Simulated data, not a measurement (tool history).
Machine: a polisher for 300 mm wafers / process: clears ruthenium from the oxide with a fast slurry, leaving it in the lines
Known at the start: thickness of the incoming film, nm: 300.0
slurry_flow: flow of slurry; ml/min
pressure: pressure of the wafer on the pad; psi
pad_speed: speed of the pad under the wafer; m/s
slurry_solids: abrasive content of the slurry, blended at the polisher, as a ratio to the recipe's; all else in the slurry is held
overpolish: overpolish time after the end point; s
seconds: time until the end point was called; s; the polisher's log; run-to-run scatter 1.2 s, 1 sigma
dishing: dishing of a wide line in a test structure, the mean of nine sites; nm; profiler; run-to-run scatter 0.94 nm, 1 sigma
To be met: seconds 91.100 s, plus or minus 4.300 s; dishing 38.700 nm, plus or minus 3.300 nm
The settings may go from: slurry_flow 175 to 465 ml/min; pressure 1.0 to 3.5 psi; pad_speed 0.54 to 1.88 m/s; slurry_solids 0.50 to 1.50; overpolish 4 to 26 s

| run | day | slurry_flow | pressure | pad_speed | slurry_solids | overpolish | seconds | dishing |
|---|---|---|---|---|---|---|---|---|
| 1 | 0.000 | 295 | 2.2 | 1.20 | 1.00 | 13 | 65.751 | 43.948 |
| 2 | 0.150 | 295 | 2.1 | 1.20 | 1.00 | 13 | 66.808 | 41.118 |
| 3 | 0.417 | 245 | 2.1 | 1.20 | 1.00 | 13 | 68.297 | 41.018 |
| 4 | 0.654 | 245 | 2.1 | 1.20 | 1.00 | 18 | 70.643 | 54.847 |
| 5 | 0.683 | 245 | 2.1 | 1.20 | 1.00 | 15 | 68.710 | 46.437 |
| 6 | 0.817 | 245 | 2.0 | 1.20 | 1.00 | 15 | 71.676 | 46.079 |
| 7 | 1.067 | 245 | 1.9 | 1.20 | 1.00 | 15 | 75.509 | 42.477 |
| 8 | 1.250 | 245 | 1.8 | 1.20 | 1.00 | 15 | 79.557 | 40.727 |
| 9 | 1.608 | 245 | 1.5 | 1.18 | 1.00 | 16 | 99.637 | 36.044 |

Exactly one of the 4 candidate moves below puts every result within its allowed miss. Which one?
| A | 1.967 | 215 | 1.4 | 1.40 | 1.00 | 22 | ? | ? |
| B | 1.967 | 235 | 1.5 | 1.14 | 1.00 | 23 | ? | ? |
| C | 1.967 | 270 | 2.0 | 1.00 | 0.90 | 16 | ? | ? |
| D | 1.967 | 300 | 1.9 | 0.98 | 1.05 | 20 | ? | ? |

| move | seconds | dishing |
|---|---|---|
| A | 88.746 | 50.841 |
| B | 100.370 | 47.558 |
| C | 88.668 | 38.635 |
| D | 88.627 | 46.938 |
A: the furthest-off result lands on target, but another misses its tolerance
B: misses by more than the last run did
C: every result within its allowed miss
D: the furthest-off result lands on target, but another misses its tolerance
C is the move that brings every result within its allowed miss.

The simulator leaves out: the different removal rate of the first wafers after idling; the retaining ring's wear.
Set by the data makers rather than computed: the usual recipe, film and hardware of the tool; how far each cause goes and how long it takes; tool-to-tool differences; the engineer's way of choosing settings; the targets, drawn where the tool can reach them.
